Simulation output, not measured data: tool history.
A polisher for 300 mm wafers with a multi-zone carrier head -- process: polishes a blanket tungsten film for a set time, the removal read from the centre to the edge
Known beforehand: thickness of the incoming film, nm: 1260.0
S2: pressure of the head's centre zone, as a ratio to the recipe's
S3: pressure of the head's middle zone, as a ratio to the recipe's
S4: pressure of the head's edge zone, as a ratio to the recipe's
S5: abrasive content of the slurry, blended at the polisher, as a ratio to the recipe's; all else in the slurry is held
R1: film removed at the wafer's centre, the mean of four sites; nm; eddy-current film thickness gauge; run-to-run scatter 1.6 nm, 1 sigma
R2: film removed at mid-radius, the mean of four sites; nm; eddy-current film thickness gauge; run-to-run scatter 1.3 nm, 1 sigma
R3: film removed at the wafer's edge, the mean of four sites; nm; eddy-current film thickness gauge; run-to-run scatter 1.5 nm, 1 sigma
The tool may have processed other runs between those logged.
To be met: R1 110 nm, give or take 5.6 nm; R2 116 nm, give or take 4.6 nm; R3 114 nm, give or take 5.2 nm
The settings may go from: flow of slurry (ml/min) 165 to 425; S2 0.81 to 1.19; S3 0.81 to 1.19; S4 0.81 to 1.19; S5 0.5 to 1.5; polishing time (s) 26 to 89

{"run": 1, "hour": 0.0, "flow of slurry (ml/min)": 275, "S2": 1, "S3": 1, "S4": 1, "S5": 1, "polishing time (s)": 57, "R1": 170.48, "R2": 178.12, "R3": 188.24}
{"run": 2, "hour": 3.4, "flow of slurry (ml/min)": 275, "S2": 1.06, "S3": 1, "S4": 1, "S5": 1, "polishing time (s)": 57, "R1": 187.1, "R2": 182.2, "R3": 189.68}
{"run": 3, "hour": 10.7, "flow of slurry (ml/min)": 275, "S2": 1.05, "S3": 1, "S4": 0.98, "S5": 0.9, "polishing time (s)": 53, "R1": 164.01, "R2": 159.47, "R3": 168.91}
{"run": 4, "hour": 14.2, "flow of slurry (ml/min)": 275, "S2": 1.04, "S3": 1.02, "S4": 0.96, "S5": 0.8, "polishing time (s)": 51, "R1": 150.3, "R2": 150.94, "R3": 155.26}
{"run": 5, "hour": 16.1, "flow of slurry (ml/min)": 275, "S2": 1.03, "S3": 1.02, "S4": 0.94, "S5": 0.75, "polishing time (s)": 49, "R1": 142.26, "R2": 146.09, "R3": 145.69}
{"run": 6, "hour": 23.8, "flow of slurry (ml/min)": 275, "S2": 1.02, "S3": 1.01, "S4": 0.93, "S5": 0.7, "polishing time (s)": 48, "R1": 130.74, "R2": 134.9, "R3": 133.91}
{"run": 7, "hour": 32.1, "flow of slurry (ml/min)": 275, "S2": 1.01, "S3": 0.99, "S4": 0.91, "S5": 0.7, "polishing time (s)": 48, "R1": 135.51, "R2": 132.06, "R3": 136.47}
{"run": 8, "hour": 33.9, "flow of slurry (ml/min)": 275, "S2": 1, "S3": 0.99, "S4": 0.9, "S5": 0.65, "polishing time (s)": 47, "R1": 128.63, "R2": 126.3, "R3": 129.79}
{"run": 9, "hour": 35.2, "flow of slurry (ml/min)": 275, "S2": 0.99, "S3": 0.99, "S4": 0.89, "S5": 0.6, "polishing time (s)": 47, "R1": 119.32, "R2": 125.5, "R3": 123.78}
{"run": 10, "hour": 42.9, "flow of slurry (ml/min)": 265, "S2": 0.98, "S3": 0.92, "S4": 0.82, "S5": 0.55, "polishing time (s)": 46, "R1": 114.48, "R2": 110.57, "R3": 115.72}

4 next moves are on the table. One of them brings every result within its allowed miss. Which?
{"run": "A", "hour": 50.6, "flow of slurry (ml/min)": 185, "S2": 0.97, "S3": 0.92, "S4": 0.82, "S5": 0.55, "polishing time (s)": 47, "R1": "?", "R2": "?", "R3": "?"}
{"run": "B", "hour": 50.6, "flow of slurry (ml/min)": 295, "S2": 0.95, "S3": 0.99, "S4": 0.84, "S5": 0.85, "polishing time (s)": 39, "R1": "?", "R2": "?", "R3": "?"}
{"run": "C", "hour": 50.6, "flow of slurry (ml/min)": 290, "S2": 0.95, "S3": 0.81, "S4": 0.92, "S5": 0.5, "polishing time (s)": 46, "R1": "?", "R2": "?", "R3": "?"}
{"run": "D", "hour": 50.6, "flow of slurry (ml/min)": 175, "S2": 1.05, "S3": 0.83, "S4": 0.88, "S5": 0.55, "polishing time (s)": 51, "R1": "?", "R2": "?", "R3": "?"}

move=A R1=110.13 R2=109.84 R3=114.1
move=B R1=109.14 R2=117.38 R3=114.21
move=C R1=108.58 R2=99.017 R3=119.08
move=D R1=128.13 R2=108.5 R3=127.27
A: misses by more than the last run did
B: in spec on every target
C: misses by more than the last run did
D: misses by more than the last run did
The right move is B.

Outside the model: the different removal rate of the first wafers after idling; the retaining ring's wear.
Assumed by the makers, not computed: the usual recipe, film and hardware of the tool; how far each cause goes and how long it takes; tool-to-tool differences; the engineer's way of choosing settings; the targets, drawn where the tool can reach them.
